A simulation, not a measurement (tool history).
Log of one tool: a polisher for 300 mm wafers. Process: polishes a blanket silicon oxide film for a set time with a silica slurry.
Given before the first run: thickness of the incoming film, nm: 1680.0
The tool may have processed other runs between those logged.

run	hour	flow of slurry (ml/min)	pressure of the wafer on the pad (psi)	speed of the pad under the wafer (m/s)	abrasive content of the slurry	polishing time (s)	film removed (angstrom)
1	0	265	3.2	1.3	1	43	1205.7
2	5.9	265	2.8	1.26	1	43	1051.3
3	8	265	2.8	1.26	1.15	43	1116.8
4	14.7	265	2.8	1.26	1.25	43	1141.9
5	21.5	265	2.8	1.26	1.4	43	1185.8
6	30.4	295	2.8	1.26	1.4	43	1218.6
7	33.8	290	2.5	1.18	1.4	43	1072.4
8	41.3	280	2.3	1.1	1.4	43	950.76
9	45.8	275	2.1	1.06	1.4	43	842.12
10	52.7	260	1.9	1.06	1.4	43	772.26
11	55.5	225	1.4	1.02	1.4	43	556.36

Run 12 has not been measured yet. What should we expect?
12	64.2	235	1.4	1.02	1.4	43	?

{"run 12": {"film removed (angstrom)": 548.73}}
